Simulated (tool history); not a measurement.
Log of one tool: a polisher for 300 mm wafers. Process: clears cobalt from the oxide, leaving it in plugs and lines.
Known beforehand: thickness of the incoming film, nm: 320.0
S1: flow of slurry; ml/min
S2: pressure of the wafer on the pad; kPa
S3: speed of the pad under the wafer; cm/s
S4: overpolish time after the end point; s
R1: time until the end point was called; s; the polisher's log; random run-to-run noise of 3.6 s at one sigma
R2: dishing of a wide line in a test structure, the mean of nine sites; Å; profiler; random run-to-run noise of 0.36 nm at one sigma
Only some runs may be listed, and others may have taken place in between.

run  hour   S1    S2   S3  S4       R1      R2
  1   0.0  165   9.0  108  21   91.892  370.15
  2   1.1  165   9.0  108  13   92.859  286.65
  3   4.0  130   9.0  108  13   93.900  280.85
  4  11.8  130   9.0  108  16   94.637  322.42
     13.3  -- worn pad replaced by a new one
  5  13.3  130  11.0  108  16   75.615  364.07
  6  18.5  130   9.7  108  16   84.032  342.57
  7  26.6  135   8.3   98  20  103.590  345.30
  8  28.7  135   6.9   84  22  137.730  308.93
  9  35.0  125   4.1   68  32  239.270  284.14
 10  38.7  125   4.1   68  33  238.790  287.31

Run 11, settings as shown, results not yet in. Your forecast:
 11  41.2  125  4.1  68  34   ?   ?

R1: 239.100 s
R2: 293.68 Å
